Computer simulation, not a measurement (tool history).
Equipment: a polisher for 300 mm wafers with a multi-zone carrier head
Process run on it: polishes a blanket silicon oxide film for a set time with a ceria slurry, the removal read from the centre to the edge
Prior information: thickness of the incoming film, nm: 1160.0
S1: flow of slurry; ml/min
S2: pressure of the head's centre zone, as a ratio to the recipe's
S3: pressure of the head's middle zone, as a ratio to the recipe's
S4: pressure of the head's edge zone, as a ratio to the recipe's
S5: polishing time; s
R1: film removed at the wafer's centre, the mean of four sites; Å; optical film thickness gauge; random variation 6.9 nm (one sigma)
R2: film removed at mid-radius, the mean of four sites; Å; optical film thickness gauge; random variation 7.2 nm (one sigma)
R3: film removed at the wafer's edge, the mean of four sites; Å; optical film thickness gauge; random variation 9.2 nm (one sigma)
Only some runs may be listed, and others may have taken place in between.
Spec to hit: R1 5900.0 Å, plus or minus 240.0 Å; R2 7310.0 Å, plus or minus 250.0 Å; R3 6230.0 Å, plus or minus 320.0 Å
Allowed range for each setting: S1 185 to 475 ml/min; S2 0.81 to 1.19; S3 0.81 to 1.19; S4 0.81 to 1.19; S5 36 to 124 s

| run | hour | S1 | S2 | S3 | S4 | S5 | R1 | R2 | R3 |
|---|---|---|---|---|---|---|---|---|---|
| 1 | 0.0 | 305 | 1.00 | 1.00 | 1.00 | 79 | 4371.9 | 4600.0 | 4569.7 |
| 2 | 4.3 | 310 | 1.00 | 1.02 | 1.00 | 82 | 4540.8 | 4841.4 | 4663.7 |
| 3 | 12.5 | 350 | 1.00 | 1.02 | 1.00 | 82 | 4675.4 | 4918.9 | 4852.1 |
| 4 | 15.6 | 350 | 1.00 | 1.04 | 1.00 | 85 | 4762.9 | 5204.0 | 4910.0 |
| 5 | 20.2 | 355 | 1.00 | 1.05 | 1.01 | 87 | 4946.8 | 5382.8 | 5105.6 |
| 6 | 21.8 | 355 | 1.00 | 1.05 | 1.09 | 87 | 4945.8 | 5371.7 | 5225.5 |
| 7 | 25.5 | 355 | 1.00 | 1.07 | 1.09 | 89 | 5177.4 | 5569.0 | 5311.6 |
| 8 | 28.2 | 360 | 0.99 | 1.08 | 1.09 | 91 | 5125.9 | 5633.2 | 5554.1 |
| 9 | 31.0 | 370 | 0.99 | 1.09 | 1.06 | 93 | 5257.7 | 5896.2 | 5495.0 |

Which of these 4 next moves meets every target?
| A | 33.8 | 320 | 0.94 | 1.15 | 0.97 | 111 | ? | ? | ? |
| B | 33.8 | 370 | 1.15 | 1.13 | 0.92 | 101 | ? | ? | ? |
| C | 33.8 | 420 | 0.94 | 0.98 | 1.19 | 107 | ? | ? | ? |
| D | 33.8 | 400 | 1.17 | 1.19 | 1.01 | 97 | ? | ? | ? |

| move | R1 | R2 | R3 |
|---|---|---|---|
| A | 5786.8 | 7461.0 | 6340.1 |
| B | 6545.6 | 6769.7 | 5721.8 |
| C | 5715.8 | 6422.2 | 6744.1 |
| D | 6443.4 | 6839.9 | 5705.1 |
A: meets every target
B: nearer than the last run, and not there yet
C: nearer than the last run, and not there yet
D: nearer than the last run, and not there yet
A meets every target.

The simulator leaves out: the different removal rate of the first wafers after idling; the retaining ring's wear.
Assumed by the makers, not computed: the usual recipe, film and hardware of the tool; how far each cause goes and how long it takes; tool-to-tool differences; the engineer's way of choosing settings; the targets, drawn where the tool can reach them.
